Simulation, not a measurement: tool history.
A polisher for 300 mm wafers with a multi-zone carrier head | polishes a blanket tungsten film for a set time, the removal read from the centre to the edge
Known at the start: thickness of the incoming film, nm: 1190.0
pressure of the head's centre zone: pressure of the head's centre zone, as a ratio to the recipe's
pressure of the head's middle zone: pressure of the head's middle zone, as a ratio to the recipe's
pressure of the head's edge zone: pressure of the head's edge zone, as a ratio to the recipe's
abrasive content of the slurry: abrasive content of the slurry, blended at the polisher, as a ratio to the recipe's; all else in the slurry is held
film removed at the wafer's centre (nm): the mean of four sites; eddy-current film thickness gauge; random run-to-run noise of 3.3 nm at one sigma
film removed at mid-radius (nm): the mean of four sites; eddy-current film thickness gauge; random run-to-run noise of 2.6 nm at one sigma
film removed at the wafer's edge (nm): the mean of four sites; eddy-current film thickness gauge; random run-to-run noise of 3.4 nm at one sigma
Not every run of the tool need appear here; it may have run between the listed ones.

| run | hour | flow of slurry (ml/min) | pressure of the head's centre zone | pressure of the head's middle zone | pressure of the head's edge zone | abrasive content of the slurry | polishing time (s) | film removed at the wafer's centre (nm) | film removed at mid-radius (nm) | film removed at the wafer's edge (nm) |
|---|---|---|---|---|---|---|---|---|---|---|
| 1 | 0.0 | 320 | 1.00 | 1.00 | 1.00 | 1.00 | 66 | 343.00 | 326.26 | 332.41 |
| 2 | 1.2 | 320 | 0.98 | 0.97 | 0.97 | 0.90 | 65 | 312.93 | 306.76 | 324.05 |
| 3 | 9.4 | 320 | 0.98 | 0.97 | 0.97 | 0.90 | 79 | 387.39 | 367.02 | 395.97 |
| 4 | 14.1 | 265 | 0.98 | 0.97 | 0.97 | 0.90 | 79 | 377.53 | 357.04 | 375.98 |
| 5 | 21.7 | 245 | 0.99 | 0.96 | 0.95 | 0.80 | 76 | 344.01 | 336.74 | 352.16 |
| 6 | 27.8 | 230 | 1.02 | 0.94 | 0.93 | 0.70 | 73 | 324.27 | 296.77 | 321.03 |

Predict the results of run 7:
| 7 | 36.5 | 220 | 1.02 | 0.94 | 0.91 | 0.65 | 72 | ? | ? | ? |

Run 7 produced film removed at the wafer's centre (nm) 310.29, film removed at mid-radius (nm) 283.81, film removed at the wafer's edge (nm) 302.98.
